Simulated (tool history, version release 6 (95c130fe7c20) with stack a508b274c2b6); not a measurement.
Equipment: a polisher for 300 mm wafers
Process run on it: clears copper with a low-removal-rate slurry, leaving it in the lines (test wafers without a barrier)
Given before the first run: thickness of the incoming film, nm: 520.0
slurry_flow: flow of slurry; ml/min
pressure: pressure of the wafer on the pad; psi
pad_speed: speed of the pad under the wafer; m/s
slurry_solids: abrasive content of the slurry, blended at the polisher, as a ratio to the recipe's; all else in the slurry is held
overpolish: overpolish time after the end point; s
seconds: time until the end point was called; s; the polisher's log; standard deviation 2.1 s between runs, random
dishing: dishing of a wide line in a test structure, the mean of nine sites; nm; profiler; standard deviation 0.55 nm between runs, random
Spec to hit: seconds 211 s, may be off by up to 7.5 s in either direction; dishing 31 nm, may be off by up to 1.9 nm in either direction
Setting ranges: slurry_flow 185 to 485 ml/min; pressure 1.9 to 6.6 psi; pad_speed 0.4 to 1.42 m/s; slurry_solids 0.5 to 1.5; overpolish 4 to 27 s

run 1 day=0 | slurry_flow=310 pressure=4.2 pad_speed=0.9 slurry_solids=1 overpolish=14 | seconds=168.42 dishing=30.881
run 2 day=0.288 | slurry_flow=310 pressure=4 pad_speed=0.9 slurry_solids=1 overpolish=15 | seconds=171.61 dishing=31.882
run 3 day=0.404 | slurry_flow=310 pressure=3.7 pad_speed=0.9 slurry_solids=1 overpolish=16 | seconds=186.6 dishing=31.497
run 4 day=0.721 | slurry_flow=310 pressure=3.7 pad_speed=1.06 slurry_solids=1 overpolish=16 | seconds=163.76 dishing=35.493
run 5 day=0.858 | slurry_flow=310 pressure=3.7 pad_speed=1.06 slurry_solids=1 overpolish=14 | seconds=166.31 dishing=30.552
run 6 day=0.925 | slurry_flow=310 pressure=3.4 pad_speed=1.06 slurry_solids=1 overpolish=15 | seconds=177.67 dishing=31.912
run 7 day=1.05 | slurry_flow=310 pressure=3.4 pad_speed=1.06 slurry_solids=1 overpolish=15 | seconds=177.88 dishing=31.156
run 8 day=1.292 | slurry_flow=310 pressure=3.2 pad_speed=1.06 slurry_solids=1 overpolish=16 | seconds=190.04 dishing=31.24
run 9 day=1.375 | slurry_flow=310 pressure=3.1 pad_speed=1.06 slurry_solids=1 overpolish=16 | seconds=198.45 dishing=30.218
run 10 day=1.592 | slurry_flow=310 pressure=3 pad_speed=1.06 slurry_solids=1 overpolish=16 | seconds=202.03 dishing=29.231

Pick the move, out of 5, that brings all results within their allowed miss; only one does.
run A day=1.808 | slurry_flow=350 pressure=2.7 pad_speed=1.2 slurry_solids=1.05 overpolish=17 | seconds=? dishing=?
run B day=1.808 | slurry_flow=310 pressure=3.3 pad_speed=1.04 slurry_solids=0.95 overpolish=16 | seconds=? dishing=?
run C day=1.808 | slurry_flow=390 pressure=2.6 pad_speed=1.08 slurry_solids=0.9 overpolish=19 | seconds=? dishing=?
run D day=1.808 | slurry_flow=195 pressure=4.4 pad_speed=0.72 slurry_solids=1.1 overpolish=17 | seconds=? dishing=?
run E day=1.808 | slurry_flow=365 pressure=2.5 pad_speed=1.32 slurry_solids=0.7 overpolish=18 | seconds=? dishing=?

move=A seconds=199.7 dishing=32.194
move=B seconds=190.76 dishing=32.052
move=C seconds=230.54 dishing=31.229
move=D seconds=197.2 dishing=33.197
move=E seconds=212.34 dishing=31.954
A: the biggest miss grows against the last run
B: the biggest miss grows against the last run
C: carries the result that was furthest off beyond its target, to the other side
D: the biggest miss grows against the last run
E: in spec on every target
Answer: E

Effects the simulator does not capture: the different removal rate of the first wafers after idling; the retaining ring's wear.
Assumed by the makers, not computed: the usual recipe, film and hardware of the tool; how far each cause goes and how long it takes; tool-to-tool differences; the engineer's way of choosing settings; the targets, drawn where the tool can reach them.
